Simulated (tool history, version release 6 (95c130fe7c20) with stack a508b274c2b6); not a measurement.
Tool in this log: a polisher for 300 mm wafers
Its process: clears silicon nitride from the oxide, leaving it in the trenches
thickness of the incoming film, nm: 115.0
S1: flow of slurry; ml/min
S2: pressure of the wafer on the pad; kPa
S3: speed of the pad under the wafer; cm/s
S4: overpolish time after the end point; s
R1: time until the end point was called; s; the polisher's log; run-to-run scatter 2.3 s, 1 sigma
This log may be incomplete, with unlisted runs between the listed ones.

{"run": 1, "hour": 0.0, "S1": 190, "S2": 12.4, "S3": 130, "S4": 8, "R1": 139.32}
{"run": 2, "hour": 4.9, "S1": 190, "S2": 12.4, "S3": 130, "S4": 8, "R1": 138.87}
{"run": 3, "hour": 11.6, "S1": 190, "S2": 12.4, "S3": 114, "S4": 8, "R1": 152.15}
{"run": 4, "hour": 17.2, "S1": 185, "S2": 10.3, "S3": 112, "S4": 8, "R1": 179.51}
{"run": 5, "hour": 23.9, "S1": 220, "S2": 10.3, "S3": 112, "S4": 8, "R1": 176.0}
{"run": 6, "hour": 32.7, "S1": 220, "S2": 13.1, "S3": 112, "S4": 8, "R1": 147.5}
{"run": 7, "hour": 38.4, "S1": 220, "S2": 10.3, "S3": 106, "S4": 8, "R1": 183.04}
{"run": 8, "hour": 47.3, "S1": 215, "S2": 9.0, "S3": 102, "S4": 8, "R1": 210.46}
{"run": 9, "hour": 56.1, "S1": 210, "S2": 7.6, "S3": 102, "S4": 8, "R1": 236.27}

Run 10 is up next; what results do you expect?
{"run": 10, "hour": 59.1, "S1": 185, "S2": 5.5, "S3": 102, "S4": 8, "R1": "?"}

Run 10 yielded R1 294.56 s.
